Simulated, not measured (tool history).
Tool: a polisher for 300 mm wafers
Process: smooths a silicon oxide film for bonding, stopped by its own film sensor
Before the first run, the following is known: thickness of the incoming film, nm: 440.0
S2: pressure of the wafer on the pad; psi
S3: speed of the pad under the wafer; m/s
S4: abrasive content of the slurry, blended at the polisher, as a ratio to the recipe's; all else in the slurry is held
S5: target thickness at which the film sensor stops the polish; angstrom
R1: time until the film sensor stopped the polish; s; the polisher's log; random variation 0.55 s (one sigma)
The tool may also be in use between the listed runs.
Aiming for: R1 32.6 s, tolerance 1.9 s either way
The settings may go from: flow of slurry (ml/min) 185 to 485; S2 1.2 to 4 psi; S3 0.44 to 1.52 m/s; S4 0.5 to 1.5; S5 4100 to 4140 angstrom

Run 1, day 0: flow of slurry (ml/min) 310, S2 2.6 psi, S3 0.98 m/s, S4 1, S5 4100 angstrom. Result: R1 24.203 s.
Run 2, day 0.262: flow of slurry (ml/min) 310, S2 3.2 psi, S3 0.98 m/s, S4 1, S5 4100 angstrom. Result: R1 19.38 s.
Run 3, day 0.533: flow of slurry (ml/min) 370, S2 3.2 psi, S3 0.98 m/s, S4 1, S5 4100 angstrom. Result: R1 19.411 s.
Run 4, day 0.9: flow of slurry (ml/min) 370, S2 3.2 psi, S3 0.98 m/s, S4 1, S5 4140 angstrom. Result: R1 17.975 s.
Run 5, day 1.271: flow of slurry (ml/min) 370, S2 2.7 psi, S3 0.98 m/s, S4 1, S5 4140 angstrom. Result: R1 20.96 s.
Run 6, day 1.521: flow of slurry (ml/min) 370, S2 2.3 psi, S3 0.96 m/s, S4 1, S5 4140 angstrom. Result: R1 24.401 s.
Run 7, day 1.588: flow of slurry (ml/min) 370, S2 2.1 psi, S3 0.94 m/s, S4 1, S5 4140 angstrom. Result: R1 26.792 s.
Run 8, day 1.662: flow of slurry (ml/min) 370, S2 2.1 psi, S3 0.94 m/s, S4 1, S5 4140 angstrom. Result: R1 26.084 s.

4 next moves are on the table. One of them brings every result within its allowed miss. Which?
Run A, day 1.738: flow of slurry (ml/min) 485, S2 3.3 psi, S3 0.74 m/s, S4 1.2, S5 4140 angstrom. Result: R1 ?.
Run B, day 1.738: flow of slurry (ml/min) 240, S2 2 psi, S3 1.04 m/s, S4 0.95, S5 4100 angstrom. Result: R1 ?.
Run C, day 1.738: flow of slurry (ml/min) 270, S2 2.1 psi, S3 0.66 m/s, S4 1.1, S5 4120 angstrom. Result: R1 ?.
Run D, day 1.738: flow of slurry (ml/min) 315, S2 2.1 psi, S3 1.02 m/s, S4 0.85, S5 4140 angstrom. Result: R1 ?.

move      R1
   A  18.759
   B  31.768
   C  37.413
   D  27.432
A: lands further from the targets than the last run did
B: all results land within tolerance of their targets
C: takes the result that was furthest off past its target
D: an improvement on the last run, though not all results are within tolerance
Answer: B
